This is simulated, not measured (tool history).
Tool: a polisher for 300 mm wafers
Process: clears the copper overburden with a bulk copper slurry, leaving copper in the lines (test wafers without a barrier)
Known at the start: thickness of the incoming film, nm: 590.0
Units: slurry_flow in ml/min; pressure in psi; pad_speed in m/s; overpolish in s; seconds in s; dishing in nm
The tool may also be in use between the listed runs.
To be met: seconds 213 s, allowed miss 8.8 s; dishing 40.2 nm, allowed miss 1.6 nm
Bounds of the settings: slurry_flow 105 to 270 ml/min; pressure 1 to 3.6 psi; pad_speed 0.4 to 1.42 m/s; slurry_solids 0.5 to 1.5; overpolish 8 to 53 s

run,day,slurry_flow,pressure,pad_speed,slurry_solids,overpolish,seconds,dishing
1,0,175,2.3,0.9,1,27,94.064,86.025
2,0.054,175,2.1,0.86,1,26,105.26,79.306
3,0.321,175,2.7,0.86,1,26,86.355,91.397
4,0.425,175,2.7,1.02,1,26,76.932,98.953
5,0.775,175,2.5,0.94,1,25,84.041,89.489
6,0.992,175,2.3,0.88,1,24,96.924,81.457
7,1.296,175,2.1,0.82,1,23,106.12,71.573
8,1.404,175,2,0.76,1,23,118.56,66.044
9,1.442,175,1.9,0.72,1,23,127.76,62.356
10,1.679,175,1.8,0.7,1,23,132.9,60.631
11,1.904,175,1.7,0.68,1,23,145.44,57.007
12,2,175,1.6,0.66,1,23,151.7,54.358
13,2.196,175,1.5,0.64,1,23,166.78,51.283
14,2.225,175,1.4,0.64,1,23,171.06,48.78
15,2.304,175,1.3,0.64,1,23,179.06,47.981
16,2.671,170,1.1,0.62,1,22,203.37,41.381

Which of these 5 next moves meets every target?
A,3.038,175,1,0.64,0.95,20,?,?
B,3.038,165,1.1,0.64,0.85,22,?,?
C,3.038,180,1,0.8,0.85,20,?,?
D,3.038,170,1,0.68,1.1,24,?,?
E,3.038,185,1.5,0.48,0.8,20,?,?

move,seconds,dishing
A,212.6,35.816
B,210.44,39.224
C,187.79,39.591
D,195.26,44.29
E,210.77,36.848
A: brings the result that was furthest off to its target, and leaves another outside
B: meets every target
C: further off than the last run
D: further off than the last run
E: brings the result that was furthest off to its target, and leaves another outside
Answer: B
